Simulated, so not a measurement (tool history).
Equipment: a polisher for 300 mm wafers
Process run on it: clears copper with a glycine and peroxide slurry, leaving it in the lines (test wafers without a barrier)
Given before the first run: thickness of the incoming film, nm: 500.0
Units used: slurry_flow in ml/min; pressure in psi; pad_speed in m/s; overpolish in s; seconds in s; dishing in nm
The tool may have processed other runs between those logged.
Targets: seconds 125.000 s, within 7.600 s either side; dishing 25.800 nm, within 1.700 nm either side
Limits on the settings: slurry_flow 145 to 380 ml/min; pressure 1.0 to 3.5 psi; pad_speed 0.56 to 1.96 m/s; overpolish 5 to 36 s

{"run": 1, "day": 0.0, "slurry_flow": 245, "pressure": 2.2, "pad_speed": 1.26, "overpolish": 18, "seconds": 109.32, "dishing": 65.109}
{"run": 2, "day": 0.104, "slurry_flow": 245, "pressure": 2.7, "pad_speed": 1.26, "overpolish": 18, "seconds": 98.758, "dishing": 74.912}
{"run": 3, "day": 0.296, "slurry_flow": 245, "pressure": 2.7, "pad_speed": 1.04, "overpolish": 18, "seconds": 107.14, "dishing": 66.479}
{"run": 4, "day": 0.379, "slurry_flow": 260, "pressure": 2.6, "pad_speed": 1.0, "overpolish": 16, "seconds": 115.32, "dishing": 58.883}
{"run": 5, "day": 0.654, "slurry_flow": 260, "pressure": 2.3, "pad_speed": 1.0, "overpolish": 16, "seconds": 125.1, "dishing": 53.62}
{"run": 6, "day": 0.929, "slurry_flow": 245, "pressure": 2.2, "pad_speed": 1.04, "overpolish": 15, "seconds": 122.61, "dishing": 52.211}
{"run": 7, "day": 1.108, "slurry_flow": 315, "pressure": 1.6, "pad_speed": 1.32, "overpolish": 6, "seconds": 125.06, "dishing": 22.818}
{"run": 8, "day": 1.375, "slurry_flow": 310, "pressure": 1.6, "pad_speed": 1.32, "overpolish": 6, "seconds": 122.52, "dishing": 23.236}

Which one of the following 4 next-run settings gets every result inside its allowed miss? There is exactly one.
{"run": "A", "day": 1.642, "slurry_flow": 320, "pressure": 2.1, "pad_speed": 1.26, "overpolish": 5, "seconds": "?", "dishing": "?"}
{"run": "B", "day": 1.642, "slurry_flow": 355, "pressure": 1.9, "pad_speed": 1.46, "overpolish": 5, "seconds": "?", "dishing": "?"}
{"run": "C", "day": 1.642, "slurry_flow": 340, "pressure": 1.5, "pad_speed": 1.62, "overpolish": 5, "seconds": "?", "dishing": "?"}
{"run": "D", "day": 1.642, "slurry_flow": 305, "pressure": 1.6, "pad_speed": 1.32, "overpolish": 7, "seconds": "?", "dishing": "?"}

move=A seconds=112.290 dishing=21.301
move=B seconds=106.180 dishing=22.397
move=C seconds=112.000 dishing=21.227
move=D seconds=126.200 dishing=26.044
A: moves away from the targets compared with the last run
B: moves away from the targets compared with the last run
C: moves away from the targets compared with the last run
D: every result lands within tolerance
The right move is D.
